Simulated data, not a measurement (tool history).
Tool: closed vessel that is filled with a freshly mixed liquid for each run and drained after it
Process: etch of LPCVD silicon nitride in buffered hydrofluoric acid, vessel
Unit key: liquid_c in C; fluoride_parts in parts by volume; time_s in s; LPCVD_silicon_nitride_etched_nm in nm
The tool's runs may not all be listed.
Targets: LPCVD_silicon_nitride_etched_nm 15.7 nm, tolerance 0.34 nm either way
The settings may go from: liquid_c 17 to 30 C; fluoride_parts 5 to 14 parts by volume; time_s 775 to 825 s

| run | hour | liquid_c | fluoride_parts | time_s | LPCVD_silicon_nitride_etched_nm |
|---|---|---|---|---|---|
| 1 | 0 | 22 | 8.5 | 775 | 12.42 |
| 2 | 4.8 | 24 | 8.5 | 775 | 13.825 |
| 3 | 7.9 | 24 | 9.5 | 775 | 12.57 |
| 4 | 15.2 | 21 | 9.5 | 775 | 10.668 |
| 5 | 22.6 | 21 | 9.5 | 775 | 10.834 |
| 6 | 24.7 | 17.5 | 9.5 | 775 | 8.7249 |
| 7 | 32.5 | 18.5 | 9.5 | 775 | 9.405 |
| 8 | 34.2 | 19.5 | 9.5 | 775 | 9.81 |
| 9 | 37.3 | 20.5 | 9.5 | 775 | 10.491 |
| 10 | 45.5 | 21 | 9.5 | 775 | 10.705 |
| 11 | 46.6 | 21.5 | 9.5 | 775 | 10.996 |
| 12 | 52.3 | 22 | 9.5 | 775 | 11.324 |
| 13 | 59.6 | 22.5 | 9.5 | 775 | 11.677 |
| 14 | 63.4 | 26.5 | 9.5 | 775 | 14.414 |
| 15 | 66 | 27.5 | 9.5 | 775 | 15.269 |

4 next moves are on the table. One of them brings every result within its allowed miss. Which?
| A | 68.6 | 27 | 9.5 | 775 | ? |
| B | 68.6 | 29.5 | 10 | 775 | ? |
| C | 68.6 | 24 | 7.5 | 805 | ? |
| D | 68.6 | 27.5 | 10 | 820 | ? |

| move | LPCVD_silicon_nitride_etched_nm |
|---|---|
| A | 14.858 |
| B | 16.426 |
| C | 16.546 |
| D | 15.634 |
A: the biggest miss grows against the last run
B: takes the result that was furthest off past its target
C: takes the result that was furthest off past its target
D: every result within its allowed miss
The move that meets every target is D.

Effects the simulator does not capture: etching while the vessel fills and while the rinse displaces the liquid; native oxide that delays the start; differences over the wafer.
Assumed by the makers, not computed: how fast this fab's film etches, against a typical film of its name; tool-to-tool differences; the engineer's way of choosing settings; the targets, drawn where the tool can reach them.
